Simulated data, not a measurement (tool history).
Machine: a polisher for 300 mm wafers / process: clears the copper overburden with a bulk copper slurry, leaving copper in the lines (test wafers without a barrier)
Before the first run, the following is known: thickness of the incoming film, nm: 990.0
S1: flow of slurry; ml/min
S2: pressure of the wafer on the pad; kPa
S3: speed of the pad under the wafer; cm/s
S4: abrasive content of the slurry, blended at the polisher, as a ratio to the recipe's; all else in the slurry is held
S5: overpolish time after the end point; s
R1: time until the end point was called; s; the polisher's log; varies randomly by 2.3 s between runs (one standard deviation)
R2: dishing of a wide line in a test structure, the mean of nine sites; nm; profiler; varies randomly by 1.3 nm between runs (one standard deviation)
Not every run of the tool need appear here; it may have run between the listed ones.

| run | day | S1 | S2 | S3 | S4 | S5 | R1 | R2 |
|---|---|---|---|---|---|---|---|---|
| 1 | 0 | 150 | 19.3 | 114 | 1 | 27 | 80.897 | 113.72 |
| 2 | 0.167 | 150 | 19.3 | 114 | 1 | 38 | 82.085 | 122.42 |
| 3 | 0.258 | 150 | 19.3 | 114 | 1 | 45 | 81.621 | 127.32 |
| 4 | 0.483 | 150 | 19.3 | 114 | 1 | 53 | 80.929 | 130.53 |
| 5 | 0.667 | 150 | 17.2 | 112 | 1 | 53 | 91.464 | 123.85 |
| 6 | 0.808 | 150 | 15.9 | 112 | 1 | 53 | 97.931 | 118.87 |
| 7 | 0.925 | 150 | 14.5 | 112 | 1 | 53 | 108.88 | 114.69 |

Run 8 is up next; what results do you expect?
| 8 | 1.233 | 150 | 13.8 | 112 | 1 | 51 | ? | ? |

For run 8 the tool returned R1 115.85 s, R2 112.12 nm.
